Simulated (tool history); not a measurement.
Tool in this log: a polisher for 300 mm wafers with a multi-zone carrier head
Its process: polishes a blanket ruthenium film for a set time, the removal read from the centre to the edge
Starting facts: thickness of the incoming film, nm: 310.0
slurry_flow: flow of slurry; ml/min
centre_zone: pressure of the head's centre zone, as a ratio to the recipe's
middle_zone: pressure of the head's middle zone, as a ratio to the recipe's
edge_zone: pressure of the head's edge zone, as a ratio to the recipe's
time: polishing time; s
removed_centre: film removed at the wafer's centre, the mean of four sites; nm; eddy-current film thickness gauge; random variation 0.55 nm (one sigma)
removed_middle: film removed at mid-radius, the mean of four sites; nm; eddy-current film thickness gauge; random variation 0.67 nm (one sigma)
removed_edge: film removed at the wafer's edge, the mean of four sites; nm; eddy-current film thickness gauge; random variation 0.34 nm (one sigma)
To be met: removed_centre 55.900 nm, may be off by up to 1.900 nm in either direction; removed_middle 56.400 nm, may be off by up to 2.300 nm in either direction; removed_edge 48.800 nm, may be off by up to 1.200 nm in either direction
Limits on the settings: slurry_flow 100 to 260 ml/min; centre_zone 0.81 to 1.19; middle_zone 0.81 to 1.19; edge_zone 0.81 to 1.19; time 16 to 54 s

{"run": 1, "hour": 0.0, "slurry_flow": 165, "centre_zone": 1.0, "middle_zone": 1.0, "edge_zone": 1.0, "time": 35, "removed_centre": 37.613, "removed_middle": 37.51, "removed_edge": 37.264}
{"run": 2, "hour": 5.9, "slurry_flow": 165, "centre_zone": 1.0, "middle_zone": 1.08, "edge_zone": 1.0, "time": 35, "removed_centre": 38.017, "removed_middle": 40.102, "removed_edge": 37.817}
{"run": 3, "hour": 9.2, "slurry_flow": 190, "centre_zone": 1.04, "middle_zone": 1.12, "edge_zone": 1.01, "time": 37, "removed_centre": 42.325, "removed_middle": 44.928, "removed_edge": 41.187}
{"run": 4, "hour": 12.5, "slurry_flow": 190, "centre_zone": 1.04, "middle_zone": 1.06, "edge_zone": 1.01, "time": 37, "removed_centre": 41.405, "removed_middle": 42.624, "removed_edge": 41.323}
{"run": 5, "hour": 20.4, "slurry_flow": 190, "centre_zone": 0.99, "middle_zone": 1.06, "edge_zone": 1.01, "time": 37, "removed_centre": 41.238, "removed_middle": 42.487, "removed_edge": 40.707}
{"run": 6, "hour": 26.3, "slurry_flow": 215, "centre_zone": 1.03, "middle_zone": 1.08, "edge_zone": 0.97, "time": 39, "removed_centre": 45.72, "removed_middle": 45.472, "removed_edge": 42.662}
{"run": 7, "hour": 29.3, "slurry_flow": 225, "centre_zone": 1.06, "middle_zone": 1.12, "edge_zone": 0.96, "time": 40, "removed_centre": 48.636, "removed_middle": 49.04, "removed_edge": 43.555}
{"run": 8, "hour": 31.6, "slurry_flow": 230, "centre_zone": 1.09, "middle_zone": 1.14, "edge_zone": 0.98, "time": 41, "removed_centre": 49.224, "removed_middle": 51.549, "removed_edge": 45.55}
{"run": 9, "hour": 33.4, "slurry_flow": 235, "centre_zone": 1.1, "middle_zone": 1.14, "edge_zone": 0.97, "time": 42, "removed_centre": 51.768, "removed_middle": 53.051, "removed_edge": 46.271}
{"run": 10, "hour": 38.3, "slurry_flow": 240, "centre_zone": 1.12, "middle_zone": 1.14, "edge_zone": 0.97, "time": 43, "removed_centre": 53.382, "removed_middle": 55.517, "removed_edge": 47.481}
{"run": 11, "hour": 44.0, "slurry_flow": 250, "centre_zone": 1.16, "middle_zone": 1.12, "edge_zone": 1.0, "time": 43, "removed_centre": 55.849, "removed_middle": 53.303, "removed_edge": 47.975}

Next run, 5 choices. One meets every target within its allowed miss, the rest don't. Which?
{"run": "A", "hour": 49.7, "slurry_flow": 235, "centre_zone": 1.16, "middle_zone": 1.11, "edge_zone": 0.92, "time": 43, "removed_centre": "?", "removed_middle": "?", "removed_edge": "?"}
{"run": "B", "hour": 49.7, "slurry_flow": 260, "centre_zone": 1.19, "middle_zone": 1.19, "edge_zone": 1.04, "time": 43, "removed_centre": "?", "removed_middle": "?", "removed_edge": "?"}
{"run": "C", "hour": 49.7, "slurry_flow": 260, "centre_zone": 1.17, "middle_zone": 1.19, "edge_zone": 0.99, "time": 40, "removed_centre": "?", "removed_middle": "?", "removed_edge": "?"}
{"run": "D", "hour": 49.7, "slurry_flow": 260, "centre_zone": 1.19, "middle_zone": 0.98, "edge_zone": 0.97, "time": 43, "removed_centre": "?", "removed_middle": "?", "removed_edge": "?"}
{"run": "E", "hour": 49.7, "slurry_flow": 260, "centre_zone": 1.19, "middle_zone": 1.19, "edge_zone": 0.86, "time": 44, "removed_centre": "?", "removed_middle": "?", "removed_edge": "?"}

move=A removed_centre=55.105 removed_middle=54.013 removed_edge=45.967
move=B removed_centre=56.858 removed_middle=58.036 removed_edge=49.135
move=C removed_centre=52.289 removed_middle=53.995 removed_edge=44.625
move=D removed_centre=56.775 removed_middle=49.174 removed_edge=47.639
move=E removed_centre=58.180 removed_middle=59.401 removed_edge=45.980
A: further off than the last run
B: every result within its allowed miss
C: further off than the last run
D: further off than the last run
E: moves the result that the last run missed by most past its target, out the other side
B meets every target.

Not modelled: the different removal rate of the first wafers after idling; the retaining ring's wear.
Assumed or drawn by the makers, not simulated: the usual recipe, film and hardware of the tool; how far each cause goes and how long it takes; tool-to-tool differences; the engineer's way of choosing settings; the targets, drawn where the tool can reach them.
